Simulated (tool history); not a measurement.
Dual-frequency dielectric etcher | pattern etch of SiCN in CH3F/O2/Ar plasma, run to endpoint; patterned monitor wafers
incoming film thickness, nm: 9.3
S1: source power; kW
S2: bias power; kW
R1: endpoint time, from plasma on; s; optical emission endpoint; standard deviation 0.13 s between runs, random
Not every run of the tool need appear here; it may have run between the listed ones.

run,hour,S1,S2,R1
1,0,0.54,0.063,23.286
2,6,0.61,0.063,21.64
3,10.2,0.54,0.062,23.452
4,12.6,0.54,0.072,21.98
5,18.2,0.45,0.072,24.824
6,21.7,0.43,0.072,25.618
7,25.4,0.42,0.072,26.023

What does the tool deliver on the next run?
8,28.9,0.41,0.072,?

Run 8 came out at R1 26.35 s.

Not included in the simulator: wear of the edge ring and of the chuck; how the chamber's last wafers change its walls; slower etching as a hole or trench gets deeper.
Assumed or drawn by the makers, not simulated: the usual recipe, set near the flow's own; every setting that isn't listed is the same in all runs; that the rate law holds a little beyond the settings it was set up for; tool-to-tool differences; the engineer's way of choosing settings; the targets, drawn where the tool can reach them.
